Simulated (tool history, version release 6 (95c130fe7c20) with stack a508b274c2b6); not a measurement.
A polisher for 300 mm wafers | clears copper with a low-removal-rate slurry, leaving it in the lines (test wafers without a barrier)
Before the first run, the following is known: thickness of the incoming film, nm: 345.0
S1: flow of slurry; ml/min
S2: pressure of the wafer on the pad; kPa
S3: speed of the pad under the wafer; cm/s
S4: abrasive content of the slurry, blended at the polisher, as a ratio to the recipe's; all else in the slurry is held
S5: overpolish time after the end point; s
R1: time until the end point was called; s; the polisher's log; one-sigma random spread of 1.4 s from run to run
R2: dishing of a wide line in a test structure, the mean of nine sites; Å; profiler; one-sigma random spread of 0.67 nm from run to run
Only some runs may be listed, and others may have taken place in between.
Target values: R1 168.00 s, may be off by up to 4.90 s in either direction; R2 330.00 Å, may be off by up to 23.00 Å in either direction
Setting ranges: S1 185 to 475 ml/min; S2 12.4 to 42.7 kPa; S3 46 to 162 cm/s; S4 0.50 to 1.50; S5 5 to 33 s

run,hour,S1,S2,S3,S4,S5,R1,R2
1,0.0,305,27.6,104,1.00,17,104.21,401.48
2,8.4,305,25.5,104,1.00,18,110.75,388.65
3,14.5,305,23.4,104,1.00,19,116.71,375.56
4,18.8,305,23.4,104,1.00,22,118.23,445.43
5,19.7,305,23.4,104,1.15,22,116.26,439.55
6,27.4,305,23.4,104,1.15,29,115.33,547.38
7,32.8,305,21.4,104,1.15,28,122.95,507.31
8,34.4,305,20.0,104,1.15,27,129.68,451.12
# hour 38.8: slurry blender recalibrated
9,38.8,305,18.6,104,1.15,27,129.28,480.56
10,46.2,305,17.9,102,1.15,26,134.80,431.31

Which single option among these 4 for the next run brings every result within its allowed miss of target? Just one does.
A,53.6,290,15.2,134,1.35,19,?,?
B,53.6,290,15.2,106,1.20,20,?,?
C,53.6,250,12.4,100,1.25,28,?,?
D,53.6,305,18.6,78,1.30,23,?,?

move,R1,R2
A,115.19,385.35
B,147.68,326.02
C,180.26,362.92
D,168.64,330.75
A: misses by more than the last run did
B: nearer the targets than the last run, but a result is still out of spec
C: takes the result that was furthest off past its target
D: all results land within tolerance of their targets
Go with D: it meets all targets.
